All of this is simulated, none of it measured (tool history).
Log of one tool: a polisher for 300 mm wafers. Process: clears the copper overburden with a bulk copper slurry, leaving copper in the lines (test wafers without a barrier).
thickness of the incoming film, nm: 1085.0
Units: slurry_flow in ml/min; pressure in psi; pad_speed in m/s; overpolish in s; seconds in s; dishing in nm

run  hour  slurry_flow  pressure  pad_speed  slurry_solids  overpolish  seconds  dishing
  1   0.0          160       2.6       0.92            1.0          22   116.61   79.994
  2   2.3          155       2.1       0.84            1.0          24   154.22   70.296
  3   5.5          150       1.8       0.78            1.0          26   197.48   63.818
  4  13.4          150       2.2       0.78            1.0          26   161.35   71.946
  5  20.7          145       1.9       0.78            1.0          27   188.49   65.379
  6  21.5          145       1.9       0.78            1.0          18   185.18   55.454
  7  22.1          140       1.7       0.78            1.0          22   206.61   54.569
  8  23.5          130       1.6       0.76            1.0          26   229.14   57.154

The next listed run, before its measurement:
  9  28.0          120       1.6       0.76            1.0          27        ?        ?

Run 9 gave seconds 232.76 s, dishing 58.105 nm.
